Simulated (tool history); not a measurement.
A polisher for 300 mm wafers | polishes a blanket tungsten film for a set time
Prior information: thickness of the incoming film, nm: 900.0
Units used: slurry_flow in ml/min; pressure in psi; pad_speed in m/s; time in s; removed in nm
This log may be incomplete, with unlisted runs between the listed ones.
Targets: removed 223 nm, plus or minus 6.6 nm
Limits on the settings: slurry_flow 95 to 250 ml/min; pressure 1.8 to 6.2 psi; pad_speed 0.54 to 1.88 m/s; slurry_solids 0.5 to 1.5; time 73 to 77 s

| run | hour | slurry_flow | pressure | pad_speed | slurry_solids | time | removed |
|---|---|---|---|---|---|---|---|
| 1 | 0 | 160 | 4 | 1.2 | 1 | 73 | 399.11 |
| 2 | 2.7 | 155 | 3.4 | 1.2 | 1 | 73 | 348.67 |
| 3 | 9.9 | 150 | 3 | 1.18 | 1 | 73 | 314.96 |
| 4 | 17 | 150 | 2.7 | 1.16 | 1 | 73 | 289.73 |
| 5 | 23.6 | 150 | 2.7 | 1.16 | 1 | 77 | 308.12 |
| 6 | 31.9 | 150 | 2.5 | 1.12 | 1 | 77 | 281.94 |
| 7 | 39.2 | 150 | 2.3 | 1.1 | 1 | 77 | 261.96 |
| 8 | 45.7 | 150 | 2.2 | 1.08 | 1 | 77 | 251.83 |
| 9 | 46.9 | 150 | 2.1 | 1.08 | 1 | 77 | 247.85 |
| 10 | 48.9 | 150 | 2 | 1.08 | 1 | 77 | 237.75 |

Below are 4 possible settings for the next run. Only one of them brings all results inside the allowed miss of their targets. Which is it?
| A | 50.9 | 130 | 1.8 | 1.04 | 1.3 | 73 | ? |
| B | 50.9 | 130 | 2.2 | 1.32 | 0.85 | 73 | ? |
| C | 50.9 | 170 | 2 | 0.92 | 1.05 | 76 | ? |
| D | 50.9 | 145 | 1.8 | 1.16 | 0.95 | 74 | ? |

| move | removed |
|---|---|
| A | 211.67 |
| B | 270.28 |
| C | 208.05 |
| D | 225.14 |
A: takes the result that was furthest off past its target
B: further off than the last run
C: takes the result that was furthest off past its target
D: meets every target
The move that meets every target is D.
